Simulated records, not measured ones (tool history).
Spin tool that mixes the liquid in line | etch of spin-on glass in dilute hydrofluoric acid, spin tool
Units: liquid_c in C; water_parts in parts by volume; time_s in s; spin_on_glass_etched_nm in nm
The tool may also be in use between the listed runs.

{"run": 1, "hour": 0.0, "liquid_c": 20.0, "water_parts": 225, "time_s": 320, "spin_on_glass_etched_nm": 64.252}
{"run": 2, "hour": 3.6, "liquid_c": 18.5, "water_parts": 225, "time_s": 320, "spin_on_glass_etched_nm": 59.969}
{"run": 3, "hour": 7.9, "liquid_c": 19.5, "water_parts": 225, "time_s": 320, "spin_on_glass_etched_nm": 62.157}
{"run": 4, "hour": 9.4, "liquid_c": 19.5, "water_parts": 225, "time_s": 340, "spin_on_glass_etched_nm": 65.268}
{"run": 5, "hour": 15.4, "liquid_c": 19.5, "water_parts": 225, "time_s": 320, "spin_on_glass_etched_nm": 62.583}
{"run": 6, "hour": 20.7, "liquid_c": 20.5, "water_parts": 225, "time_s": 320, "spin_on_glass_etched_nm": 64.503}
{"run": 7, "hour": 26.8, "liquid_c": 21.5, "water_parts": 225, "time_s": 320, "spin_on_glass_etched_nm": 67.958}
{"run": 8, "hour": 27.9, "liquid_c": 22.0, "water_parts": 225, "time_s": 320, "spin_on_glass_etched_nm": 68.413}
{"run": 9, "hour": 31.6, "liquid_c": 22.0, "water_parts": 225, "time_s": 320, "spin_on_glass_etched_nm": 68.394}

Run 10 comes next. What will it give?
{"run": 10, "hour": 34.1, "liquid_c": 22.5, "water_parts": 225, "time_s": 320, "spin_on_glass_etched_nm": "?"}

spin_on_glass_etched_nm: 69.785 nm
